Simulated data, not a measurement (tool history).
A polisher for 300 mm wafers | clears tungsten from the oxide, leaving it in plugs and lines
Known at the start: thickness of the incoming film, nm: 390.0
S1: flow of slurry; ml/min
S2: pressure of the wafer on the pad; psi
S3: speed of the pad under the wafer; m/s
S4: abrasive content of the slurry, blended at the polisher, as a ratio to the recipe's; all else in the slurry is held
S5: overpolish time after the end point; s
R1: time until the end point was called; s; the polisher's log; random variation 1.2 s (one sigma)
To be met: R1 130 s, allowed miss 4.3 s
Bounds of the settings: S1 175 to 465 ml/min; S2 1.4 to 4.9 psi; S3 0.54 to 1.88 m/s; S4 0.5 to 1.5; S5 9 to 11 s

run,hour,S1,S2,S3,S4,S5,R1
1,0,295,3.1,1.2,1,11,89.818
2,5.2,295,3.1,1.2,0.85,11,94.308
3,12.4,365,3.1,1.2,0.85,11,92.291
4,17.7,365,3,1.2,0.85,11,94.856
5,19.5,365,3,1.2,0.85,11,94.89
6,27.6,365,2.7,1.2,0.85,11,104.37
7,33.3,365,2.6,1.2,0.85,11,108.01
8,41.4,360,1.9,1.2,0.85,11,145.97

4 next moves are on the table. One of them brings every result within its allowed miss. Which?
A,49.5,375,2.1,1.2,0.95,10,?
B,49.5,375,1.7,1.4,0.75,11,?
C,49.5,330,1.9,1.16,1.1,9,?
D,49.5,375,1.9,1.2,0.95,11,?

move,R1
A,130.31
B,146.36
C,143.62
D,143.36
A: meets every target
B: as far off as the last run
C: nearer than the last run, and not there yet
D: nearer than the last run, and not there yet
Answer: A
